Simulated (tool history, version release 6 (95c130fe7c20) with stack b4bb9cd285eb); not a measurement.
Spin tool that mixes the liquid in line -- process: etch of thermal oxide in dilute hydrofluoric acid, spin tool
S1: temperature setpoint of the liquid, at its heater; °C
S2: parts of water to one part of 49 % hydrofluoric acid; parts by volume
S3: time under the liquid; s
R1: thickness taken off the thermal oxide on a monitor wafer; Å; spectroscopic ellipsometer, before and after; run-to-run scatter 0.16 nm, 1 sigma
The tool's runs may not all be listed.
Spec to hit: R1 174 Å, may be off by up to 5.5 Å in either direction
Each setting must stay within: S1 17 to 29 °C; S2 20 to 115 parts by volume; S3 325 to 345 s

run  hour    S1  S2   S3      R1
  1     0    21  65  325  265.36
  2   0.9    20  70  325  239.32
  3   5.8    20  70  345  250.17
  4  12.5    20  90  345  193.86
  5  14.5  19.5  90  345  188.41
  6  20.8  19.5  90  345  186.42
  7    25    19  90  345  180.72
  8  33.9  18.5  90  345  181.31

Of the 5 settings listed for the next run, only one would bring every result within its allowed miss of target. Which one?
  A  42.8    19  90  345   ?
  B  42.8    20  85  325   ?
  C  42.8  21.5  95  330   ?
  D  42.8  17.5  90  345   ?
  E  42.8    21  90  330   ?

move      R1
   A  185.26
   B  193.67
   C  185.23
   D   173.9
   E  192.57
A: moves away from the targets compared with the last run
B: moves away from the targets compared with the last run
C: moves away from the targets compared with the last run
D: each result inside its tolerance
E: moves away from the targets compared with the last run
So the answer is move D, the one that meets all the targets.
